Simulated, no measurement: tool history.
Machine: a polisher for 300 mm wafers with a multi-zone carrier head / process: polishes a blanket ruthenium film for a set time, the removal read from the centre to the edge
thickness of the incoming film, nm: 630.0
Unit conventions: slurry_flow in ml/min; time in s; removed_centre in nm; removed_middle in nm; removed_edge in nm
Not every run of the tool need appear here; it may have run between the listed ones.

run,day,slurry_flow,centre_zone,middle_zone,edge_zone,time,removed_centre,removed_middle,removed_edge
1,0.000,315,1.00,1.00,1.00,86,111.060,109.460,107.000
2,0.071,315,1.00,1.05,1.00,86,109.440,110.700,106.910
3,0.425,315,1.00,1.09,1.00,86,107.540,113.830,108.610
4,0.500,315,0.95,1.09,1.00,86,102.570,114.190,106.490
5,0.638,275,0.92,1.01,0.99,71,84.004,89.290,86.403
6,0.825,210,0.92,1.01,0.99,71,78.067,86.428,85.931
7,1.179,205,0.91,0.97,0.97,61,66.840,72.006,72.183
8,1.525,200,0.90,0.94,0.94,58,62.499,65.846,67.886
9,1.804,215,0.90,0.93,0.91,55,58.866,62.771,63.919
10,1.946,225,0.91,0.92,0.89,53,58.908,60.368,61.237
11,2.042,225,0.91,0.91,0.87,52,56.089,58.151,60.031
12,2.217,225,0.96,0.91,0.83,46,53.525,51.938,51.694

What will run 13 give?
13,2.308,235,0.95,0.91,0.85,46,?,?,?

For run 13 the tool returned removed_centre 54.716 nm, removed_middle 53.636 nm, removed_edge 52.482 nm.
